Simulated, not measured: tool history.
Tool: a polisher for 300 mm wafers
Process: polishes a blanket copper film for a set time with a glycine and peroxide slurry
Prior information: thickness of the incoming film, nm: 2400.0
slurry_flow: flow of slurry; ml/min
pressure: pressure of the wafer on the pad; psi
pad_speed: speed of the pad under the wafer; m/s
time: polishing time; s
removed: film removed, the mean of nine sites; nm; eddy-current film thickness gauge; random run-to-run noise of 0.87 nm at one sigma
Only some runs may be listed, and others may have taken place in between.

run	day	slurry_flow	pressure	pad_speed	time	removed
1	0.000	185	1.9	1.12	26	97.305
2	0.075	225	1.9	1.12	26	100.050
3	0.400	265	1.9	1.12	26	100.660
4	0.588	265	2.0	1.12	26	105.060
5	0.700	290	2.0	1.12	26	106.210
6	1.067	290	2.1	1.12	26	110.270
7	1.233	290	2.3	1.12	26	118.460

Run 8 has not been measured yet. What should we expect?
8	1.588	290	2.3	1.12	26	?

removed: 117.600 nm

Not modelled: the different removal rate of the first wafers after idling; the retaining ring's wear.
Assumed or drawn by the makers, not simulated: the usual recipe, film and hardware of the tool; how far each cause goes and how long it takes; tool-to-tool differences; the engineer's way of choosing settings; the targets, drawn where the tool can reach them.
